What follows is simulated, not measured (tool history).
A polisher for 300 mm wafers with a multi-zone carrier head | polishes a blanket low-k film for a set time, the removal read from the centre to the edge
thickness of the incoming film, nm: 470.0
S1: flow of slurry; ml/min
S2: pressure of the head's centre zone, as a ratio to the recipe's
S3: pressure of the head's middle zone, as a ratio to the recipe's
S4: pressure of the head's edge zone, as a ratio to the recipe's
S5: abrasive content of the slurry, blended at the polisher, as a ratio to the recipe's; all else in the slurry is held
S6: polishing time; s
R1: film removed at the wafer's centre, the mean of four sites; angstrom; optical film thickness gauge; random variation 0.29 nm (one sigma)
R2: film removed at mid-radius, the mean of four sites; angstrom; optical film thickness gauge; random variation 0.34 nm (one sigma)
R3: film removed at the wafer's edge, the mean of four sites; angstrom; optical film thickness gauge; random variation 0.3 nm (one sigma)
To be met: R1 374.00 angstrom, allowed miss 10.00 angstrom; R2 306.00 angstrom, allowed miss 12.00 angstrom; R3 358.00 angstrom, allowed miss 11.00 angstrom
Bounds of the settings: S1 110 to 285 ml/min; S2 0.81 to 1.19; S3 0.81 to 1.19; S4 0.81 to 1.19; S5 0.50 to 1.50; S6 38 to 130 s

run  hour   S1    S2    S3    S4    S5  S6      R1      R2      R3
  1   0.0  180  1.00  1.00  1.00  1.00  84  374.21  367.27  369.45
  2   7.8  175  1.00  0.98  1.00  1.00  84  372.81  360.72  371.47
  3  13.7  175  0.94  0.98  1.00  1.00  84  351.65  366.46  372.70
  4  16.7  175  0.94  0.98  1.00  1.00  72  304.24  307.81  319.05
  5  24.5  175  0.94  0.92  1.00  1.00  72  303.95  293.30  315.74
  6  30.2  180  0.95  0.92  1.02  1.00  72  305.89  294.46  323.27
  7  36.8  185  0.97  0.92  1.03  1.00  72  311.91  295.18  321.65
  8  40.8  190  0.98  0.92  1.04  1.00  72  320.94  301.14  328.96
  9  45.8  195  0.99  0.91  1.05  1.00  72  319.51  296.22  331.84
 10  50.4  200  1.00  0.91  1.05  1.00  72  324.16  297.42  332.12
 11  57.0  205  1.01  0.91  1.06  1.00  72  332.08  297.24  343.24
 12  63.2  210  1.02  0.91  1.06  1.00  72  332.64  299.00  340.33
 13  68.0  215  1.03  0.91  1.06  1.00  72  340.09  304.92  340.48
 14  74.8  220  1.04  0.90  1.06  1.00  72  346.89  300.01  342.06
 15  82.3  225  1.04  0.90  1.06  1.00  72  345.53  301.66  342.84
 16  88.1  230  1.05  0.90  1.06  1.00  72  349.53  307.19  339.87
 17  95.6  230  1.06  0.90  1.07  1.00  72  353.37  300.24  342.79

Which of these 4 next moves meets every target?
  A  103.1  160  1.01  0.88  1.03  1.30  72   ?   ?   ?
  B  103.1  240  1.04  0.93  1.02  1.15  72   ?   ?   ?
  C  103.1  255  1.18  0.94  1.19  1.20  64   ?   ?   ?
  D  103.1  250  1.01  0.91  1.07  0.95  80   ?   ?   ?

move      R1      R2      R3
   A  346.92  309.27  352.38
   B  372.26  335.60  354.62
   C  377.18  309.02  349.25
   D  374.35  339.08  373.00
A: further off than the last run
B: brings the result that was furthest off to its target, and leaves another outside
C: meets every target
D: brings the result that was furthest off to its target, and leaves another outside
Move C is the one to make.
